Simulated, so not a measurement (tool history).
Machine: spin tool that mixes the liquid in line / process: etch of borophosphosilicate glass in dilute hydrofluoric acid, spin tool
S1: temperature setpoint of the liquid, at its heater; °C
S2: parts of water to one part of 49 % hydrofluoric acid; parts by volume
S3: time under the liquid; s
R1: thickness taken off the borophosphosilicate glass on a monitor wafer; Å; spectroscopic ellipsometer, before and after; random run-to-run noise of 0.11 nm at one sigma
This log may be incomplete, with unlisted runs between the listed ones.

run  hour    S1   S2  S3      R1
  1   0.0  25.0  135  60  256.83
  2   1.7  22.5  145  60  214.75
  3   7.0  21.0  150  60  196.05
  4  15.9  19.0  150  60  180.10
  5  17.1  19.0  150  65  196.33
  6  19.3  19.0  150  60  179.66

Forecast run 7:
  7  27.1  18.5  155  60   ?

Run 7 produced R1 168.58 Å.

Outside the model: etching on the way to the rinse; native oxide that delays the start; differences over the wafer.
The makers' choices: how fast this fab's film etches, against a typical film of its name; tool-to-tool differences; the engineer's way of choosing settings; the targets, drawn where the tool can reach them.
